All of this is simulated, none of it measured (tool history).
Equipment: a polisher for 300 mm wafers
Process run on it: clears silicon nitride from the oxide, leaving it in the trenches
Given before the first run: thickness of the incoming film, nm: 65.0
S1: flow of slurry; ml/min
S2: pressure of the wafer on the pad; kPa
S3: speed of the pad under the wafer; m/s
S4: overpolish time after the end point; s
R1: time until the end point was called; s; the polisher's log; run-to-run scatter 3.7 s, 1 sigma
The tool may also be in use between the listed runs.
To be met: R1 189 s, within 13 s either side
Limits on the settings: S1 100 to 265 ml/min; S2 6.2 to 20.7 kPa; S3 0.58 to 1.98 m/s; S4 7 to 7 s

run  hour   S1    S2    S3  S4      R1
  1     0  170  13.1  1.28   7  95.127
  2   8.7  170  13.1  1.28   7  95.825
  3  13.9  200  13.1  1.28   7  90.946
  4  22.2  200  15.9  1.28   7  76.101
  5  24.3  200  15.9  1.06   7  94.151
  6    26  185  15.9  1.06   7  97.485
  7  34.2  170  11.7  0.94   7  140.42
  8  41.9  170    11  0.94   7  149.06

Of the 5 settings listed for the next run, only one would bring every result within its allowed miss of target. Which one?
  A  49.6  165   9.7  0.86   7   ?
  B  49.6  180    11  1.34   7   ?
  C  49.6  175  12.4  1.14   7   ?
  D  49.6  190     9  0.76   7   ?
  E  49.6  180     9  0.72   7   ?

move      R1
   A  188.04
   B  106.27
   C  111.43
   D  221.98
   E  235.63
A: all results land within tolerance of their targets
B: its largest miss is bigger than the last run's
C: its largest miss is bigger than the last run's
D: moves the result that the last run missed by most past its target, out the other side
E: moves the result that the last run missed by most past its target, out the other side
Go with A: it meets all targets.
